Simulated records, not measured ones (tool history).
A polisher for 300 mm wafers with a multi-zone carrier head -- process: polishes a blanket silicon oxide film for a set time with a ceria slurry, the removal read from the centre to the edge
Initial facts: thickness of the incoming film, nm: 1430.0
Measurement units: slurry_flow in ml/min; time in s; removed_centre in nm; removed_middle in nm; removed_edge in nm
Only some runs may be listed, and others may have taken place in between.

{"run": 1, "hour": 0.0, "slurry_flow": 220, "centre_zone": 1, "middle_zone": 1, "edge_zone": 1, "time": 52, "removed_centre": 237.5, "removed_middle": 237.12, "removed_edge": 237.67}
{"run": 2, "hour": 2.9, "slurry_flow": 245, "centre_zone": 1, "middle_zone": 1, "edge_zone": 1, "time": 52, "removed_centre": 242.22, "removed_middle": 244.05, "removed_edge": 238.89}
{"run": 3, "hour": 11.4, "slurry_flow": 245, "centre_zone": 1, "middle_zone": 0.97, "edge_zone": 1, "time": 52, "removed_centre": 241.47, "removed_middle": 235.57, "removed_edge": 239.61}
{"run": 4, "hour": 19.4, "slurry_flow": 240, "centre_zone": 1, "middle_zone": 0.97, "edge_zone": 0.99, "time": 52, "removed_centre": 245.67, "removed_middle": 234.59, "removed_edge": 233}
{"run": 5, "hour": 21.2, "slurry_flow": 235, "centre_zone": 0.99, "middle_zone": 0.97, "edge_zone": 0.99, "time": 52, "removed_centre": 240.49, "removed_middle": 236.46, "removed_edge": 238.01}
{"run": 6, "hour": 27.5, "slurry_flow": 230, "centre_zone": 0.99, "middle_zone": 0.96, "edge_zone": 0.99, "time": 52, "removed_centre": 235.83, "removed_middle": 235.15, "removed_edge": 241.17}
{"run": 7, "hour": 36.2, "slurry_flow": 230, "centre_zone": 0.99, "middle_zone": 0.96, "edge_zone": 0.98, "time": 52, "removed_centre": 236.57, "removed_middle": 232.09, "removed_edge": 237.44}

Forecast run 8:
{"run": 8, "hour": 41.4, "slurry_flow": 225, "centre_zone": 0.99, "middle_zone": 0.96, "edge_zone": 0.97, "time": 52, "removed_centre": "?", "removed_middle": "?", "removed_edge": "?"}

{"run 8": {"removed_centre": 237.9, "removed_middle": 230.82, "removed_edge": 235.09}}
